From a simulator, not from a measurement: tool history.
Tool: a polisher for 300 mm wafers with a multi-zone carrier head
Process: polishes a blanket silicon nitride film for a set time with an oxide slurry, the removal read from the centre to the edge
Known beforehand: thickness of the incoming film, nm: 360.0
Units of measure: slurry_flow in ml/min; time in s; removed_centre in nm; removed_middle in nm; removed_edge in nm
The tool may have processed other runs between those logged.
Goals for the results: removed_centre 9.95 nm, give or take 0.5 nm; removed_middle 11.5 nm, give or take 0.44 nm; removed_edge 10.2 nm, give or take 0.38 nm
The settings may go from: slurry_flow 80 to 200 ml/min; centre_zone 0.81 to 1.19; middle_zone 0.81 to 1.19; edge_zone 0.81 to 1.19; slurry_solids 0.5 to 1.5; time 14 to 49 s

run    day  slurry_flow  centre_zone  middle_zone  edge_zone  slurry_solids  time  removed_centre  removed_middle  removed_edge
  1      0          130            1            1          1              1    31          19.281          18.639        19.248
  2  0.229          130            1         0.97          1              1    31          19.099          18.773        19.184
  3  0.283          130            1         0.97          1            0.8    31          17.734          17.345         17.62
  4  0.396          130            1         0.97          1            0.8    27          15.329          15.003        15.284
  5  0.492          130            1         1.02          1            0.8    27          15.415          15.634        15.356
  6  0.817          115            1         1.02          1            0.8    27          14.767          14.873         15.15
  7  0.971          120         0.97         1.03       0.96            0.7    25          12.751          13.639        13.204
  8  1.033          120         0.97         1.03       0.96            0.7    25          13.133          13.791        12.952
  9  1.192          110         0.93         1.02       0.93           0.65    25          12.089          13.209        12.411
 10  1.438          105          0.9         1.05       0.84            0.5    22          9.2418          10.386        9.5337
 11  1.554          115          0.9         1.06       0.85            0.5    22          9.0955          10.817        9.7204
 12  1.825          120         0.92         1.07       0.86            0.5    22          9.5549          10.897        9.6955
 13  1.921          125         0.92         1.07       0.88            0.5    22          9.7178          11.093        9.7721
 14  2.083          125         0.92         1.07       0.89            0.5    22          9.7933          10.836        9.8631

5 candidate next runs follow, results not yet known. Just one meets every target within its allowed miss. Identify it.
  A  2.246          175         0.87         1.02       0.82            0.6    21               ?               ?             ?
  B  2.246          120         0.88         0.98       0.89           0.55    22               ?               ?             ?
  C  2.246          140         0.94         0.99       0.97           0.65    19               ?               ?             ?
  D  2.246          130         0.93            1       0.97           0.55    21               ?               ?             ?
  E  2.246          100         0.96         0.96       0.93            0.5    24               ?               ?             ?

move  removed_centre  removed_middle  removed_edge
   A          9.6126          11.484        10.233
   B          9.1559          10.545        10.277
   C          9.2873           10.05         10.02
   D           9.406          10.395        10.315
   E          10.078          10.504         10.76
A: all results in spec
B: its largest miss is bigger than the last run's
C: its largest miss is bigger than the last run's
D: its largest miss is bigger than the last run's
E: its largest miss is bigger than the last run's
So the answer is move A, the one that meets all the targets.
